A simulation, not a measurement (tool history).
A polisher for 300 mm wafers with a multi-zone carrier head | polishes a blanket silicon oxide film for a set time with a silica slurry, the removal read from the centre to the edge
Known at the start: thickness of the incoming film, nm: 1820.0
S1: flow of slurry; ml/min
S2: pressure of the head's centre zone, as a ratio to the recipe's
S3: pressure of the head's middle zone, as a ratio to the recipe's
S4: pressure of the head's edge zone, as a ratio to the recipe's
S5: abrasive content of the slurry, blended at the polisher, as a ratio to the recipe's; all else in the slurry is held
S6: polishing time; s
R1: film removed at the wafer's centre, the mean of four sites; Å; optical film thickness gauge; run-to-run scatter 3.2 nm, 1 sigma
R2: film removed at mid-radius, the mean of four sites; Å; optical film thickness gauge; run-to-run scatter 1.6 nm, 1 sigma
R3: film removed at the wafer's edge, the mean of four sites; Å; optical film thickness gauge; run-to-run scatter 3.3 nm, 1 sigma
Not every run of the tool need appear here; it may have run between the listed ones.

run 1 day=0.000 | S1=160 S2=1.00 S3=1.00 S4=1.00 S5=1.00 S6=85 | R1=2686.2 R2=2584.8 R3=2474.8
run 2 day=0.100 | S1=160 S2=1.00 S3=1.00 S4=1.00 S5=0.85 S6=85 | R1=2320.0 R2=2292.7 R3=2206.4
run 3 day=0.200 | S1=160 S2=0.97 S3=1.00 S4=1.00 S5=0.85 S6=85 | R1=2349.9 R2=2306.7 R3=2245.9
run 4 day=0.271 | S1=160 S2=0.97 S3=1.00 S4=1.00 S5=0.70 S6=85 | R1=1946.0 R2=1947.1 R3=1892.8
run 5 day=0.350 | S1=160 S2=0.97 S3=1.00 S4=1.00 S5=0.70 S6=77 | R1=1736.3 R2=1807.1 R3=1734.9
run 6 day=0.379 | S1=160 S2=0.97 S3=1.00 S4=1.00 S5=0.70 S6=69 | R1=1584.9 R2=1598.4 R3=1531.1
run 7 day=0.692 | S1=165 S2=0.99 S3=1.00 S4=1.04 S5=0.75 S6=69 | R1=1682.5 R2=1705.0 R3=1739.7
run 8 day=0.958 | S1=175 S2=1.03 S3=1.01 S4=1.05 S5=0.80 S6=69 | R1=1887.0 R2=1817.5 R3=1803.7
run 9 day=1.038 | S1=185 S2=1.05 S3=1.03 S4=1.08 S5=0.80 S6=69 | R1=1963.7 R2=1870.9 R3=1827.4
run 10 day=1.342 | S1=195 S2=1.07 S3=1.01 S4=1.18 S5=1.05 S6=70 | R1=2416.0 R2=2287.3 R3=2399.8

Run 11, settings as shown, results not yet in. Your forecast:
run 11 day=1.425 | S1=190 S2=1.07 S3=1.01 S4=1.16 S5=1.05 S6=70 | R1=? R2=? R3=?

{"run 11": {"R1": 2420.4, "R2": 2285.6, "R3": 2354.3}}
